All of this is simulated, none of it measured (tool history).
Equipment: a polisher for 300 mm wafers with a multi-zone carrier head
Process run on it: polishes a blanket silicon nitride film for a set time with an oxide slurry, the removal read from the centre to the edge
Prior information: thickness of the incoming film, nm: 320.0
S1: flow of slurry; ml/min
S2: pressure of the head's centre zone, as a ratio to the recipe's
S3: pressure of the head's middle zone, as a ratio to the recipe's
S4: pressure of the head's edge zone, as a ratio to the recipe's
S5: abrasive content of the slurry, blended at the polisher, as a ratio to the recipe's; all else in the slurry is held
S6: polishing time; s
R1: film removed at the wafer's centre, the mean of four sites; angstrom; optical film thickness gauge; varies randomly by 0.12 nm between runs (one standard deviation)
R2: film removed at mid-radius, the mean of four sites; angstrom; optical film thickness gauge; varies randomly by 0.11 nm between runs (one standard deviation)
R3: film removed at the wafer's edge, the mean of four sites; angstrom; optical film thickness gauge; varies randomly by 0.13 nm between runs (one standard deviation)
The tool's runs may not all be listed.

run,hour,S1,S2,S3,S4,S5,S6,R1,R2,R3
1,0.0,285,1.00,1.00,1.00,1.00,34,230.67,232.80,226.89
2,6.2,310,1.00,1.00,1.00,1.00,34,230.96,237.41,228.78
3,14.5,310,0.98,0.99,0.97,0.90,33,212.85,215.65,208.22
4,21.8,310,0.98,1.02,0.97,0.90,33,210.11,222.13,206.96
5,25.6,310,0.98,1.02,1.03,0.90,33,209.02,223.03,213.66
6,34.4,310,0.96,1.01,1.00,0.85,33,197.10,215.87,207.75
7,36.7,315,0.95,1.01,0.98,0.80,32,182.50,197.01,190.34
8,39.2,315,0.95,1.01,0.98,0.80,32,186.13,198.85,189.45
9,44.6,310,0.93,1.01,0.95,0.75,32,176.57,191.14,179.89
10,48.1,300,0.91,1.00,0.93,0.75,32,169.93,190.75,177.33
11,54.5,295,0.90,0.99,0.91,0.75,32,167.99,189.13,175.34
12,63.0,290,0.89,0.98,0.89,0.70,32,156.70,181.11,166.13
13,64.5,230,0.90,0.89,0.81,0.65,32,147.54,154.09,149.22

Predict the results of run 14:
14,70.7,250,0.87,0.94,0.81,0.60,32,?,?,?

R1: 139.92 angstrom
R2: 154.32 angstrom
R3: 145.73 angstrom
